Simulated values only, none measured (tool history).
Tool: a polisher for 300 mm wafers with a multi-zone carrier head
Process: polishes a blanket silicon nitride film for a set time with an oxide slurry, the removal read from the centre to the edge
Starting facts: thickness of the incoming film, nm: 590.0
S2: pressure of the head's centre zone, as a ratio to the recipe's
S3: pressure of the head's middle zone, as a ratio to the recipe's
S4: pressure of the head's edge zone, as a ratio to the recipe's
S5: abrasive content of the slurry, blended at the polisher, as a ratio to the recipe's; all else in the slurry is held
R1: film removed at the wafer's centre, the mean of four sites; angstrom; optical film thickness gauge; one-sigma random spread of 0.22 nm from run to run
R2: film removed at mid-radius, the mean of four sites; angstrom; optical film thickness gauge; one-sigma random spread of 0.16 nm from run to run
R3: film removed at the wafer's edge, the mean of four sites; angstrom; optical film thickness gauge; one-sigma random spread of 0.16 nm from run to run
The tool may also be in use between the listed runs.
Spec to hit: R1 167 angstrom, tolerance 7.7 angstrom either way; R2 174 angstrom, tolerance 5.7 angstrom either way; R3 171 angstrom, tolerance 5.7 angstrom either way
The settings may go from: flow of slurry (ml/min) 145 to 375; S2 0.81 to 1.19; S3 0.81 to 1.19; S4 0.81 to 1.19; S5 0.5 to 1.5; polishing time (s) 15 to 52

{"run": 1, "day": 0.0, "flow of slurry (ml/min)": 240, "S2": 1, "S3": 1, "S4": 1, "S5": 1, "polishing time (s)": 33, "R1": 114.97, "R2": 109.94, "R3": 114.75}
{"run": 2, "day": 0.075, "flow of slurry (ml/min)": 245, "S2": 1.01, "S3": 1.03, "S4": 1.03, "S5": 1.1, "polishing time (s)": 34, "R1": 123.35, "R2": 119.7, "R3": 125.22}
{"run": 3, "day": 0.421, "flow of slurry (ml/min)": 245, "S2": 1.01, "S3": 1.03, "S4": 1.03, "S5": 1.1, "polishing time (s)": 30, "R1": 108.42, "R2": 103.77, "R3": 107.19}
{"run": 4, "day": 0.738, "flow of slurry (ml/min)": 250, "S2": 1.01, "S3": 1.05, "S4": 1.04, "S5": 1.2, "polishing time (s)": 32, "R1": 120.29, "R2": 118.42, "R3": 121.14}
{"run": 5, "day": 1.05, "flow of slurry (ml/min)": 255, "S2": 1.02, "S3": 1.07, "S4": 1.05, "S5": 1.25, "polishing time (s)": 33, "R1": 126.06, "R2": 125.8, "R3": 128.87}
{"run": 6, "day": 1.217, "flow of slurry (ml/min)": 255, "S2": 1.09, "S3": 1.07, "S4": 1.05, "S5": 1.25, "polishing time (s)": 33, "R1": 134.54, "R2": 124.48, "R3": 128.18}
{"run": 7, "day": 1.5, "flow of slurry (ml/min)": 260, "S2": 1.09, "S3": 1.09, "S4": 1.06, "S5": 1.3, "polishing time (s)": 34, "R1": 141.39, "R2": 131.69, "R3": 133.72}
{"run": 8, "day": 1.562, "flow of slurry (ml/min)": 265, "S2": 1.08, "S3": 1.11, "S4": 1.07, "S5": 1.35, "polishing time (s)": 35, "R1": 148.14, "R2": 141.4, "R3": 139.38}
{"run": 9, "day": 1.65, "flow of slurry (ml/min)": 265, "S2": 1.08, "S3": 1.11, "S4": 1.07, "S5": 1.35, "polishing time (s)": 35, "R1": 144.67, "R2": 138.08, "R3": 139.95}
{"run": 10, "day": 1.775, "flow of slurry (ml/min)": 265, "S2": 1.07, "S3": 1.12, "S4": 1.07, "S5": 1.4, "polishing time (s)": 36, "R1": 149.64, "R2": 148, "R3": 143.44}
{"run": 11, "day": 2.079, "flow of slurry (ml/min)": 270, "S2": 1.06, "S3": 1.13, "S4": 1.09, "S5": 1.4, "polishing time (s)": 37, "R1": 152.77, "R2": 152.89, "R3": 151.96}
{"run": 12, "day": 2.192, "flow of slurry (ml/min)": 270, "S2": 1.06, "S3": 1.13, "S4": 1.09, "S5": 1.4, "polishing time (s)": 37, "R1": 153.43, "R2": 151.24, "R3": 151.52}
{"run": 13, "day": 2.242, "flow of slurry (ml/min)": 270, "S2": 1.05, "S3": 1.14, "S4": 1.1, "S5": 1.4, "polishing time (s)": 38, "R1": 156.76, "R2": 161.33, "R3": 156.23}
{"run": 14, "day": 2.271, "flow of slurry (ml/min)": 275, "S2": 1.05, "S3": 1.15, "S4": 1.12, "S5": 1.4, "polishing time (s)": 38, "R1": 158.38, "R2": 157.67, "R3": 156.46}
{"day": 2.542, "done": "worn pad replaced by a new one"}
{"run": 15, "day": 2.542, "flow of slurry (ml/min)": 275, "S2": 1.04, "S3": 1.15, "S4": 1.12, "S5": 1.4, "polishing time (s)": 38, "R1": 177.34, "R2": 183.32, "R3": 179.29}
{"run": 16, "day": 2.9, "flow of slurry (ml/min)": 265, "S2": 1.04, "S3": 1.15, "S4": 1.12, "S5": 1.4, "polishing time (s)": 38, "R1": 173.49, "R2": 181.43, "R3": 177.55}
{"run": 17, "day": 3.029, "flow of slurry (ml/min)": 270, "S2": 1.04, "S3": 1.15, "S4": 1.12, "S5": 1.4, "polishing time (s)": 38, "R1": 180.94, "R2": 180.29, "R3": 181.91}

Consider the 5 candidate settings below. Which is the only one whose results all fall within their allowed miss of target?
{"run": "A", "day": 3.158, "flow of slurry (ml/min)": 280, "S2": 0.92, "S3": 1.12, "S4": 1.05, "S5": 1.5, "polishing time (s)": 36, "R1": "?", "R2": "?", "R3": "?"}
{"run": "B", "day": 3.158, "flow of slurry (ml/min)": 250, "S2": 1.12, "S3": 1.12, "S4": 1.14, "S5": 1.25, "polishing time (s)": 43, "R1": "?", "R2": "?", "R3": "?"}
{"run": "C", "day": 3.158, "flow of slurry (ml/min)": 185, "S2": 0.92, "S3": 1.18, "S4": 1.16, "S5": 1.45, "polishing time (s)": 36, "R1": "?", "R2": "?", "R3": "?"}
{"run": "D", "day": 3.158, "flow of slurry (ml/min)": 245, "S2": 0.82, "S3": 1.02, "S4": 1.06, "S5": 1.45, "polishing time (s)": 39, "R1": "?", "R2": "?", "R3": "?"}
{"run": "E", "day": 3.158, "flow of slurry (ml/min)": 300, "S2": 1.01, "S3": 1.12, "S4": 1.08, "S5": 1.4, "polishing time (s)": 37, "R1": "?", "R2": "?", "R3": "?"}

move=A R1=152.63 R2=173.85 R3=167.78
move=B R1=205.9 R2=192.97 R3=193.71
move=C R1=145.36 R2=172.28 R3=168.84
move=D R1=144.13 R2=172.98 R3=179.2
move=E R1=169.06 R2=175.38 R3=171.21
A: puts the biggest miss on target and leaves a different result outside tolerance
B: lands further from the targets than the last run did
C: puts the biggest miss on target and leaves a different result outside tolerance
D: lands further from the targets than the last run did
E: meets every target
Go with E: it meets all targets.

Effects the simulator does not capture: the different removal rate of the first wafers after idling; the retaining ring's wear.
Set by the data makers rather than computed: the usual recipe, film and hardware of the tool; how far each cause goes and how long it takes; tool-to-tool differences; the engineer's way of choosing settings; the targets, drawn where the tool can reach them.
